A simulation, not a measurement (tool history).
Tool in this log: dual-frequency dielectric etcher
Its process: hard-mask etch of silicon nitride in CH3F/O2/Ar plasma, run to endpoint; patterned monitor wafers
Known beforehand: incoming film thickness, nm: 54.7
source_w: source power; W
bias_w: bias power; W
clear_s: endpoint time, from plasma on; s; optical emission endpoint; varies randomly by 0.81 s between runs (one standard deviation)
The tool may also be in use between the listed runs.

{"run": 1, "hour": 0.0, "source_w": 380, "bias_w": 51, "clear_s": 84.121}
{"run": 2, "hour": 5.6, "source_w": 340, "bias_w": 49, "clear_s": 91.722}
{"run": 3, "hour": 9.8, "source_w": 340, "bias_w": 54, "clear_s": 88.878}
{"run": 4, "hour": 12.9, "source_w": 320, "bias_w": 53, "clear_s": 90.411}
{"run": 5, "hour": 21.6, "source_w": 350, "bias_w": 53, "clear_s": 87.557}
{"run": 6, "hour": 24.2, "source_w": 330, "bias_w": 52, "clear_s": 90.997}
{"run": 7, "hour": 27.5, "source_w": 330, "bias_w": 52, "clear_s": 89.984}

Forecast run 8:
{"run": 8, "hour": 35.0, "source_w": 310, "bias_w": 51, "clear_s": "?"}

{"run 8": {"clear_s": 91.4}}
